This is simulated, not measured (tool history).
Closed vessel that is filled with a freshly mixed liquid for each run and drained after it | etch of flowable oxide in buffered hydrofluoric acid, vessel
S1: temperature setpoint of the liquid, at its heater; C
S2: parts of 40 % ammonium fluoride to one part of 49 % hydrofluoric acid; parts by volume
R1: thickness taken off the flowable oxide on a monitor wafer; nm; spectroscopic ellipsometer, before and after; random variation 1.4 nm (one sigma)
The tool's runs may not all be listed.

{"run": 1, "day": 0.0, "S1": 25, "S2": 9, "time in the liquid (s)": 85, "R1": 311.19}
{"run": 2, "day": 0.121, "S1": 25, "S2": 7.5, "time in the liquid (s)": 85, "R1": 386.05}
{"run": 3, "day": 0.392, "S1": 25, "S2": 7.5, "time in the liquid (s)": 95, "R1": 431.3}
{"run": 4, "day": 0.529, "S1": 23.5, "S2": 7.5, "time in the liquid (s)": 95, "R1": 393.64}
{"run": 5, "day": 0.654, "S1": 21, "S2": 7.5, "time in the liquid (s)": 95, "R1": 345.58}
{"run": 6, "day": 0.992, "S1": 21, "S2": 7.5, "time in the liquid (s)": 95, "R1": 344.06}
{"run": 7, "day": 1.312, "S1": 20, "S2": 8, "time in the liquid (s)": 95, "R1": 304.57}

The next listed run, before its measurement:
{"run": 8, "day": 1.679, "S1": 19, "S2": 8, "time in the liquid (s)": 95, "R1": "?"}

{"run 8": {"R1": 287.07}}
